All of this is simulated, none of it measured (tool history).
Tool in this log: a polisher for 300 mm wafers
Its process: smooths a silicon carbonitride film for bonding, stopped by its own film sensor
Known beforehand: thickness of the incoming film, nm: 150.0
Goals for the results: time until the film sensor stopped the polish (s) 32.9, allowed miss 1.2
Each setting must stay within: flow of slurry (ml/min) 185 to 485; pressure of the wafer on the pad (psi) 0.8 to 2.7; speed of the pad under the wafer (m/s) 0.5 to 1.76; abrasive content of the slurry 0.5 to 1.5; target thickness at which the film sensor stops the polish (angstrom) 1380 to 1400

run,hour,flow of slurry (ml/min),pressure of the wafer on the pad (psi),speed of the pad under the wafer (m/s),abrasive content of the slurry,target thickness at which the film sensor stops the polish (angstrom),time until the film sensor stopped the polish (s)
1,0,310,1.7,1.12,1,1380,40.527
2,8.4,310,1.7,1.12,0.9,1380,40.812
3,13.7,310,1.8,1.12,0.9,1380,40.017
4,21.2,310,1.9,1.12,0.9,1380,39.275
5,25.9,310,1.9,1.12,0.7,1380,41.825
6,28.4,310,1.9,1.12,0.85,1380,39.348
7,35.5,310,1.9,1.12,0.85,1380,39.596
8,43,310,2,1.12,0.85,1380,38.167
9,49.4,310,2.1,1.12,0.85,1380,37.255
10,50.8,310,2.2,1.12,0.85,1380,36.653
11,56.1,310,2.2,1.12,0.85,1380,36.381

Which single option among these 5 for the next run brings every result within its allowed miss of target? Just one does.
A,61.4,285,2.6,0.86,0.55,1390,?
B,61.4,315,2.3,1.02,0.9,1380,?
C,61.4,410,2.5,1,0.6,1400,?
D,61.4,255,2.2,1.28,0.5,1390,?
E,61.4,265,2.5,1.06,0.7,1400,?

move,time until the film sensor stopped the polish (s)
A,40.891
B,36.735
C,32.343
D,34.407
E,30.453
A: the biggest miss grows against the last run
B: the biggest miss grows against the last run
C: all results in spec
D: an improvement on the last run, though not all results are within tolerance
E: moves the result that the last run missed by most past its target, out the other side
Move C is the one to make.

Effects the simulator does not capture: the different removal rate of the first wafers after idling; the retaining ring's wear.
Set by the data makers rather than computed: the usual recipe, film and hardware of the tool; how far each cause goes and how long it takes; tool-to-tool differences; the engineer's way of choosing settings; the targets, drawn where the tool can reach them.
